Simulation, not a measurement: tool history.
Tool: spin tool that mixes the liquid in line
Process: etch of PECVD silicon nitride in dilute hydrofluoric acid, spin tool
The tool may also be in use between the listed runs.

run	hour	temperature setpoint of the liquid (°C)	parts of water to one part of 49 % hydrofluoric acid (parts by volume)	time under the liquid (s)	thickness taken off the PECVD silicon nitride on a monitor wafer (angstrom)
1	0	26	95	85	18.169
2	6.3	26	70	85	24.744
3	12.2	29.5	70	85	30.199
4	14.7	29.5	70	65	23.764
5	21.4	32.5	70	65	28.522
6	27.1	32.5	70	85	37.015
7	34.4	32.5	70	85	37.844
8	42.6	28	75	85	26.433

The next listed run, before its measurement:
9	49.4	25	85	85	?

{"run 9": {"thickness taken off the PECVD silicon nitride on a monitor wafer (angstrom)": 19.25}}

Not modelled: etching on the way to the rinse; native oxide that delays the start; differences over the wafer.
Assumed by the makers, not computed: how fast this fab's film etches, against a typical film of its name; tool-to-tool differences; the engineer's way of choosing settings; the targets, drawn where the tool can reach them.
